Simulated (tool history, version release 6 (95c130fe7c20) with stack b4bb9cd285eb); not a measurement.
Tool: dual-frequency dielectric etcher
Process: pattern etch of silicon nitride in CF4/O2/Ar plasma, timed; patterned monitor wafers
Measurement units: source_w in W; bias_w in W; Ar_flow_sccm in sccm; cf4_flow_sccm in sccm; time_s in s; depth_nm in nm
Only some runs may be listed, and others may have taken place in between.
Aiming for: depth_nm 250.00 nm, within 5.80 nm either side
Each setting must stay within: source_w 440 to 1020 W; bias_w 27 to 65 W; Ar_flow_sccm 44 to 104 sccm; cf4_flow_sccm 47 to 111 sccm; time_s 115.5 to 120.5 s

run  hour  source_w  bias_w  Ar_flow_sccm  cf4_flow_sccm  time_s  depth_nm
  1   0.0       730      46            74             79   115.5    287.59
  2   7.0       730      46            74             79   120.5    308.68
  3   8.9       610      46            74             79   120.5    255.86
  4   9.8       610      46            74             79   120.5    256.45
  5  15.0       730      46            74             79   120.5    299.41
  6  24.0       660      46            74             79   120.5    280.38
  7  25.2       650      46            74             79   120.5    270.21
  8  29.3       640      46            74             79   120.5    271.93
  9  30.3       630      46            74             79   120.5    262.92
 10  33.6       610      46            74             79   120.5    255.40

Next run, 5 choices. One meets every target within its allowed miss, the rest don't. Which?
  A  36.9       540      50            64             94   120.5         ?
  B  36.9       660      45            80             80   118.0         ?
  C  36.9       620      47            72             77   120.5         ?
  D  36.9       610      45            72             93   120.5         ?
  E  36.9       640      48            75             76   116.5         ?

move  depth_nm
   A    247.04
   B    263.03
   C    262.64
   D    257.66
   E    262.65
A: in spec on every target
B: its largest miss is bigger than the last run's
C: its largest miss is bigger than the last run's
D: its largest miss is bigger than the last run's
E: its largest miss is bigger than the last run's
Answer: A
